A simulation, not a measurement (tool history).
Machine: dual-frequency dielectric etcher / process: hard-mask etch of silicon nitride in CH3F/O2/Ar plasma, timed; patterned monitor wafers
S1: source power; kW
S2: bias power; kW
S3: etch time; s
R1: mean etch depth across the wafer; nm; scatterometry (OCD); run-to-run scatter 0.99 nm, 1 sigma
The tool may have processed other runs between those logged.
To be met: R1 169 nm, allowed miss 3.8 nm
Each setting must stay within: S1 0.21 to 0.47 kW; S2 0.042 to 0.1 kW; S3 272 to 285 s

{"run": 1, "hour": 0.0, "S1": 0.34, "S2": 0.071, "S3": 272, "R1": 189.9}
{"run": 2, "hour": 8.4, "S1": 0.32, "S2": 0.07, "S3": 272, "R1": 184}
{"run": 3, "hour": 10.6, "S1": 0.32, "S2": 0.07, "S3": 285, "R1": 193.34}
{"run": 4, "hour": 11.2, "S1": 0.3, "S2": 0.069, "S3": 285, "R1": 186.11}
{"run": 5, "hour": 12.4, "S1": 0.29, "S2": 0.068, "S3": 285, "R1": 184.59}
{"run": 6, "hour": 17.2, "S1": 0.29, "S2": 0.068, "S3": 285, "R1": 182.28}
{"run": 7, "hour": 24.7, "S1": 0.28, "S2": 0.068, "S3": 285, "R1": 179.92}
{"run": 8, "hour": 29.5, "S1": 0.27, "S2": 0.068, "S3": 285, "R1": 177.04}

Of the 4 settings listed for the next run, only one would bring every result within its allowed miss of target. Which one?
{"run": "A", "hour": 34.3, "S1": 0.26, "S2": 0.07, "S3": 272, "R1": "?"}
{"run": "B", "hour": 34.3, "S1": 0.26, "S2": 0.055, "S3": 285, "R1": "?"}
{"run": "C", "hour": 34.3, "S1": 0.23, "S2": 0.071, "S3": 272, "R1": "?"}
{"run": "D", "hour": 34.3, "S1": 0.35, "S2": 0.057, "S3": 285, "R1": "?"}

move=A R1=169.15
move=B R1=156.99
move=C R1=161.31
move=D R1=182.33
A: meets every target
B: takes the result that was furthest off past its target
C: takes the result that was furthest off past its target
D: moves away from the targets compared with the last run
A is the move that brings every result within its allowed miss.
